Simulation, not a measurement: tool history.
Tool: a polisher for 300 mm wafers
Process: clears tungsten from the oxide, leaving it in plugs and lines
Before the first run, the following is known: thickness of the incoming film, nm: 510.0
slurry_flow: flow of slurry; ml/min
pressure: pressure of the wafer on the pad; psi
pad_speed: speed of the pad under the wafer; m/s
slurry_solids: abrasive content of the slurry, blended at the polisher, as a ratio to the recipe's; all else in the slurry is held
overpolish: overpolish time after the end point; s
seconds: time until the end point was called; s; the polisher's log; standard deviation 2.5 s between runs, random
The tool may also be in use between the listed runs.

run 1 hour=0.0 | slurry_flow=200 pressure=3.1 pad_speed=1.32 slurry_solids=1.0 overpolish=24 | seconds=102.800
run 2 hour=6.0 | slurry_flow=200 pressure=3.6 pad_speed=1.32 slurry_solids=1.0 overpolish=24 | seconds=88.122
run 3 hour=12.7 | slurry_flow=200 pressure=2.9 pad_speed=1.28 slurry_solids=1.0 overpolish=24 | seconds=111.540
run 4 hour=17.6 | slurry_flow=200 pressure=3.3 pad_speed=1.28 slurry_solids=1.0 overpolish=24 | seconds=101.520
run 5 hour=21.5 | slurry_flow=200 pressure=3.0 pad_speed=1.28 slurry_solids=1.0 overpolish=24 | seconds=109.840
run 6 hour=25.4 | slurry_flow=200 pressure=2.5 pad_speed=1.26 slurry_solids=1.0 overpolish=24 | seconds=132.360

Predict the results of run 7:
run 7 hour=30.9 | slurry_flow=200 pressure=2.2 pad_speed=1.26 slurry_solids=1.0 overpolish=24 | seconds=?

Run 7 measured seconds 152.260 s.
